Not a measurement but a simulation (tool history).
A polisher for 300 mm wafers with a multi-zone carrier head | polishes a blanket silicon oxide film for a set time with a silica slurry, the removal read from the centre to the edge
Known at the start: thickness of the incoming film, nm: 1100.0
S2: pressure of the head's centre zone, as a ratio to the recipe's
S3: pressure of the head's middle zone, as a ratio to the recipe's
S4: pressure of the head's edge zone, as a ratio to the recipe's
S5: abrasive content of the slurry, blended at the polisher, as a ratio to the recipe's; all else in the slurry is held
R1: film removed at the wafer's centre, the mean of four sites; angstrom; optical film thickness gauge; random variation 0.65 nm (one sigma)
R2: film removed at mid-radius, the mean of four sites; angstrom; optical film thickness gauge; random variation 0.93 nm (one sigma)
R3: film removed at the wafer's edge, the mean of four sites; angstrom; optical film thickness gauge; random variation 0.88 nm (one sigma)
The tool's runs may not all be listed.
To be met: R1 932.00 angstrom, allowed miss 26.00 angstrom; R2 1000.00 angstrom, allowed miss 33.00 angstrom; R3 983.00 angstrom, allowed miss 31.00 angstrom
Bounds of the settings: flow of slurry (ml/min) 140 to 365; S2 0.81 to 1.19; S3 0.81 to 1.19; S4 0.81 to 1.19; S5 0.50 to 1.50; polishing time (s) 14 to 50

{"run": 1, "hour": 0.0, "flow of slurry (ml/min)": 235, "S2": 1.0, "S3": 1.0, "S4": 1.0, "S5": 1.0, "polishing time (s)": 32, "R1": 1173.5, "R2": 1164.4, "R3": 1217.3}
{"run": 2, "hour": 2.3, "flow of slurry (ml/min)": 235, "S2": 1.0, "S3": 1.0, "S4": 0.93, "S5": 1.0, "polishing time (s)": 32, "R1": 1161.4, "R2": 1192.8, "R3": 1176.0}
{"run": 3, "hour": 9.3, "flow of slurry (ml/min)": 235, "S2": 1.0, "S3": 1.0, "S4": 0.87, "S5": 1.0, "polishing time (s)": 32, "R1": 1173.9, "R2": 1177.0, "R3": 1124.3}
{"run": 4, "hour": 15.3, "flow of slurry (ml/min)": 235, "S2": 1.0, "S3": 1.0, "S4": 0.95, "S5": 1.0, "polishing time (s)": 32, "R1": 1163.3, "R2": 1179.5, "R3": 1179.6}
{"hour": 23.2, "done": "edge zone pressure recalibrated"}
{"run": 5, "hour": 23.2, "flow of slurry (ml/min)": 230, "S2": 0.97, "S3": 0.98, "S4": 0.92, "S5": 0.95, "polishing time (s)": 32, "R1": 1107.9, "R2": 1110.0, "R3": 1074.1}
{"run": 6, "hour": 30.0, "flow of slurry (ml/min)": 220, "S2": 0.94, "S3": 0.98, "S4": 0.95, "S5": 0.95, "polishing time (s)": 32, "R1": 1058.4, "R2": 1100.9, "R3": 1077.6}
{"run": 7, "hour": 38.2, "flow of slurry (ml/min)": 205, "S2": 0.92, "S3": 0.97, "S4": 0.96, "S5": 0.95, "polishing time (s)": 32, "R1": 1052.0, "R2": 1087.8, "R3": 1091.1}
{"run": 8, "hour": 41.2, "flow of slurry (ml/min)": 205, "S2": 0.84, "S3": 0.93, "S4": 0.86, "S5": 0.8, "polishing time (s)": 32, "R1": 860.56, "R2": 926.58, "R3": 909.38}
{"run": 9, "hour": 45.9, "flow of slurry (ml/min)": 220, "S2": 0.85, "S3": 0.94, "S4": 0.87, "S5": 0.8, "polishing time (s)": 32, "R1": 872.55, "R2": 949.11, "R3": 914.07}
{"run": 10, "hour": 51.2, "flow of slurry (ml/min)": 225, "S2": 0.86, "S3": 0.95, "S4": 0.89, "S5": 0.8, "polishing time (s)": 32, "R1": 883.65, "R2": 945.29, "R3": 923.63}

5 next moves are on the table. One of them brings every result within its allowed miss. Which?
{"run": "A", "hour": 56.5, "flow of slurry (ml/min)": 200, "S2": 1.01, "S3": 0.94, "S4": 0.89, "S5": 0.6, "polishing time (s)": 42, "R1": "?", "R2": "?", "R3": "?"}
{"run": "B", "hour": 56.5, "flow of slurry (ml/min)": 180, "S2": 0.92, "S3": 0.81, "S4": 0.88, "S5": 0.55, "polishing time (s)": 50, "R1": "?", "R2": "?", "R3": "?"}
{"run": "C", "hour": 56.5, "flow of slurry (ml/min)": 220, "S2": 1.01, "S3": 0.95, "S4": 0.82, "S5": 0.65, "polishing time (s)": 39, "R1": "?", "R2": "?", "R3": "?"}
{"run": "D", "hour": 56.5, "flow of slurry (ml/min)": 240, "S2": 0.87, "S3": 0.96, "S4": 0.91, "S5": 0.85, "polishing time (s)": 32, "R1": "?", "R2": "?", "R3": "?"}
{"run": "E", "hour": 56.5, "flow of slurry (ml/min)": 240, "S2": 0.95, "S3": 0.95, "S4": 0.91, "S5": 0.8, "polishing time (s)": 33, "R1": "?", "R2": "?", "R3": "?"}

move=A R1=990.83 R2=922.98 R3=915.77
move=B R1=972.72 R2=862.62 R3=967.39
move=C R1=1016.20 R2=953.86 R3=901.50
move=D R1=951.73 R2=1007.80 R3=986.56
move=E R1=1000.60 R2=983.17 R3=971.34
A: further off than the last run
B: brings the result that was furthest off to its target, and leaves another outside
C: further off than the last run
D: meets every target
E: brings the result that was furthest off to its target, and leaves another outside
Answer: D
